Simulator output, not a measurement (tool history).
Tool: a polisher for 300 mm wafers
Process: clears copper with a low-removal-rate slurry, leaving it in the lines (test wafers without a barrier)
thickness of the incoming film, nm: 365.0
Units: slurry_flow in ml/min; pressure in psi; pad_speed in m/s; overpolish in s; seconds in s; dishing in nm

run 1 hour=0 | slurry_flow=210 pressure=3.2 pad_speed=0.84 slurry_solids=1 overpolish=25 | seconds=128.76 dishing=49.992
run 2 hour=3 | slurry_flow=210 pressure=2.4 pad_speed=0.84 slurry_solids=1 overpolish=25 | seconds=163.92 dishing=37.291
run 3 hour=10.1 | slurry_flow=210 pressure=3.1 pad_speed=0.84 slurry_solids=1 overpolish=25 | seconds=130.84 dishing=46.362
run 4 hour=16.5 | slurry_flow=215 pressure=3.4 pad_speed=0.84 slurry_solids=1 overpolish=24 | seconds=119.05 dishing=50.651
run 5 hour=25 | slurry_flow=215 pressure=3.4 pad_speed=1 slurry_solids=1 overpolish=24 | seconds=99.224 dishing=55.85
run 6 hour=26.6 | slurry_flow=220 pressure=3.5 pad_speed=1 slurry_solids=1 overpolish=24 | seconds=97.787 dishing=57.85
run 7 hour=28.8 | slurry_flow=220 pressure=3.6 pad_speed=1 slurry_solids=1 overpolish=24 | seconds=93.642 dishing=59.299

The next listed run, before its measurement:
run 8 hour=32.9 | slurry_flow=220 pressure=3.7 pad_speed=1 slurry_solids=1 overpolish=24 | seconds=? dishing=?

Run 8 gave seconds 91.22 s, dishing 61.128 nm.

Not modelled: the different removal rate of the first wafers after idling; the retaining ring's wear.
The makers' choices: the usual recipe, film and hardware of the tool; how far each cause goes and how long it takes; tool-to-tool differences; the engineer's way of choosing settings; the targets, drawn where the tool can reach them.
